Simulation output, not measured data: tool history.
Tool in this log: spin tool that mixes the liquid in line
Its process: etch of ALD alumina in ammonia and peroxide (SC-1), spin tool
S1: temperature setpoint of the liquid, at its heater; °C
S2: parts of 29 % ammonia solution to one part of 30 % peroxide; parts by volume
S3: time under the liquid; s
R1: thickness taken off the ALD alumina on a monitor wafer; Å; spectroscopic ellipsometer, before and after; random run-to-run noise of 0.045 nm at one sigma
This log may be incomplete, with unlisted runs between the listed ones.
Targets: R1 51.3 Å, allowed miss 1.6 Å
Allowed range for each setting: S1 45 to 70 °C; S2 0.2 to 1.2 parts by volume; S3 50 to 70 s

run 1 hour=0 | S1=61 S2=0.85 S3=70 | R1=60.027
run 2 hour=7.8 | S1=61 S2=0.85 S3=50 | R1=42.279
run 3 hour=12.8 | S1=61 S2=0.6 S3=50 | R1=41.635
run 4 hour=16.7 | S1=61 S2=0.6 S3=50 | R1=41.792
run 5 hour=20.8 | S1=56 S2=0.6 S3=50 | R1=31.859
run 6 hour=23.3 | S1=56 S2=0.6 S3=70 | R1=44.736
run 7 hour=30.3 | S1=57 S2=0.6 S3=70 | R1=46.963
run 8 hour=35.6 | S1=57.5 S2=0.6 S3=70 | R1=48.122
run 9 hour=43.7 | S1=58 S2=0.6 S3=70 | R1=49.009

Below are 4 possible settings for the next run. Only one of them brings all results inside the allowed miss of their targets. Which is it?
run A hour=51.8 | S1=60 S2=0.7 S3=65 | R1=?
run B hour=51.8 | S1=58 S2=0.7 S3=65 | R1=?
run C hour=51.8 | S1=56.5 S2=0.8 S3=70 | R1=?
run D hour=51.8 | S1=61.5 S2=0.7 S3=55 | R1=?

move=A R1=51.87
move=B R1=46.706
move=C R1=47.04
move=D R1=47.437
A: in spec on every target
B: misses by more than the last run did
C: misses by more than the last run did
D: misses by more than the last run did
Move A is the one to make.

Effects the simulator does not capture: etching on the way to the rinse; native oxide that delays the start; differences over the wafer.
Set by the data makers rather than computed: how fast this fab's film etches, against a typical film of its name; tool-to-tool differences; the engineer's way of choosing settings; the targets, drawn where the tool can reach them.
